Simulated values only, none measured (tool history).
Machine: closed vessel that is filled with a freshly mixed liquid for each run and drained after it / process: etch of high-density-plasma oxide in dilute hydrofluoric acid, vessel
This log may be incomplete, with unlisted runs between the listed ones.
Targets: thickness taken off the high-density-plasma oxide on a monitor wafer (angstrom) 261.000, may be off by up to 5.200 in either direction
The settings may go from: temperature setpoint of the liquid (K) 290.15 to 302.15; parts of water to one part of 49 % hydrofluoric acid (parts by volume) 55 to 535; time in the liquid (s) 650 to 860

| run | hour | temperature setpoint of the liquid (K) | parts of water to one part of 49 % hydrofluoric acid (parts by volume) | time in the liquid (s) | thickness taken off the high-density-plasma oxide on a monitor wafer (angstrom) |
|---|---|---|---|---|---|
| 1 | 0.0 | 294.15 | 295 | 860 | 119.560 |
| 2 | 5.0 | 295.65 | 295 | 860 | 125.930 |
| 3 | 6.0 | 292.15 | 295 | 860 | 111.210 |
| 4 | 14.8 | 292.15 | 295 | 650 | 83.929 |
| 5 | 17.2 | 290.15 | 295 | 650 | 77.700 |
| 6 | 19.0 | 293.65 | 260 | 650 | 103.900 |
| 7 | 21.8 | 293.65 | 260 | 650 | 103.780 |
| 8 | 28.5 | 296.15 | 205 | 650 | 152.660 |
| 9 | 30.0 | 298.15 | 190 | 650 | 179.720 |
| 10 | 30.6 | 299.15 | 175 | 650 | 206.730 |
| 11 | 34.9 | 300.15 | 170 | 650 | 222.310 |
| 12 | 36.6 | 300.65 | 165 | 650 | 235.080 |
| 13 | 44.3 | 301.15 | 165 | 650 | 239.050 |
| 14 | 52.7 | 301.65 | 160 | 650 | 252.030 |

Of the 4 settings listed for the next run, only one would bring every result within its allowed miss of target. Which one?
| A | 61.1 | 302.15 | 190 | 860 | ? |
| B | 61.1 | 301.65 | 170 | 650 | ? |
| C | 61.1 | 300.65 | 175 | 780 | ? |
| D | 61.1 | 299.65 | 155 | 650 | ? |

| move | thickness taken off the high-density-plasma oxide on a monitor wafer (angstrom) |
|---|---|
| A | 275.320 |
| B | 234.130 |
| C | 261.670 |
| D | 243.100 |
A: pushes the last run's worst result past its target
B: moves away from the targets compared with the last run
C: every result lands within tolerance
D: moves away from the targets compared with the last run
Go with C: it meets all targets.
